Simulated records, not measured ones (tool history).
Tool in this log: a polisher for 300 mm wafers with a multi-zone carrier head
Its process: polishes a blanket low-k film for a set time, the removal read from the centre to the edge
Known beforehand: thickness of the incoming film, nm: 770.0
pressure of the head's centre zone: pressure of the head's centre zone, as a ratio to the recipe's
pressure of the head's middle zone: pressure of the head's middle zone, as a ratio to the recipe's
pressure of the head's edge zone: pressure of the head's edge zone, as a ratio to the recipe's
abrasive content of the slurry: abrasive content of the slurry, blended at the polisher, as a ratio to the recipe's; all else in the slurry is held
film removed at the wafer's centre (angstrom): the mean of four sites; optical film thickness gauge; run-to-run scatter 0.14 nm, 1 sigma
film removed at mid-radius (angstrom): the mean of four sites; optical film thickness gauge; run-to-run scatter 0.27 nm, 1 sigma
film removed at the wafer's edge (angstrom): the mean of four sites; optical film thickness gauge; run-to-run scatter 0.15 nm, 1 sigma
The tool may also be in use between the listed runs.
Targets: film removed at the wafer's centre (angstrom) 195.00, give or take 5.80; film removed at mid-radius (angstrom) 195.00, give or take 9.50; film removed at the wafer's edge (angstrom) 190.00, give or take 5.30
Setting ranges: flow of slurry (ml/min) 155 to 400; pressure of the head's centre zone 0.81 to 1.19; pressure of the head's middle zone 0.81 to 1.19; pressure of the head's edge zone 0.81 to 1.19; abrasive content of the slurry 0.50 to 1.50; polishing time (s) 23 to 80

run  hour  flow of slurry (ml/min)  pressure of the head's centre zone  pressure of the head's middle zone  pressure of the head's edge zone  abrasive content of the slurry  polishing time (s)  film removed at the wafer's centre (angstrom)  film removed at mid-radius (angstrom)  film removed at the wafer's edge (angstrom)
  1   0.0                      255                                1.00                                1.00                              1.00                            1.00                  51                                         256.95                                 218.37                                       223.43
  2   7.9                      245                                0.96                                0.99                              0.96                            0.95                  51                                         233.85                                 213.90                                       213.50
  3  10.3                      245                                0.96                                0.99                              0.96                            0.95                  57                                         260.49                                 234.47                                       235.81
  4  16.7                      245                                0.96                                1.04                              0.96                            0.95                  57                                         261.48                                 247.67                                       236.56
  5  19.8                      190                                0.96                                1.04                              0.96                            0.95                  57                                         254.29                                 236.74                                       230.42
  6  22.2                      190                                0.96                                1.04                              0.96                            0.95                  47                                         207.71                                 193.15                                       189.81
  7  29.1                      185                                0.95                                1.05                              0.96                            0.95                  47                                         202.37                                 192.95                                       185.68
  8  31.3                      185                                0.94                                1.05                              0.97                            0.95                  47                                         200.93                                 199.61                                       191.16
     38.3  -- centre zone pressure recalibrated
  9  38.3                      180                                0.94                                1.05                              0.97                            0.95                  47                                         182.52                                 194.30                                       188.96
 10  42.5                      190                                0.94                                1.05                              0.97                            0.95                  47                                         185.23                                 194.98                                       193.31

Exactly one of the 5 candidate moves below puts every result within its allowed miss. Which one?
  A  46.7                      155                                0.98                                1.02                              0.94                            1.10                  46                                              ?                                      ?                                            ?
  B  46.7                      160                                0.93                                1.04                              0.97                            0.95                  47                                              ?                                      ?                                            ?
  C  46.7                      170                                0.94                                1.08                              0.98                            0.90                  48                                              ?                                      ?                                            ?
  D  46.7                      185                                0.88                                1.08                              0.93                            0.95                  48                                              ?                                      ?                                            ?
  E  46.7                      200                                0.94                                0.99                              0.96                            0.65                  62                                              ?                                      ?                                            ?

move  film removed at the wafer's centre (angstrom)  film removed at mid-radius (angstrom)  film removed at the wafer's edge (angstrom)
   A                                         191.94                                 193.47                                       191.86
   B                                         174.71                                 187.85                                       186.29
   C                                         177.87                                 193.55                                       187.51
   D                                         174.08                                 202.15                                       190.20
   E                                         196.43                                 201.45                                       203.09
A: meets every target
B: misses by more than the last run did
C: misses by more than the last run did
D: misses by more than the last run did
E: brings the result that was furthest off to its target, and leaves another outside
The right move is A.
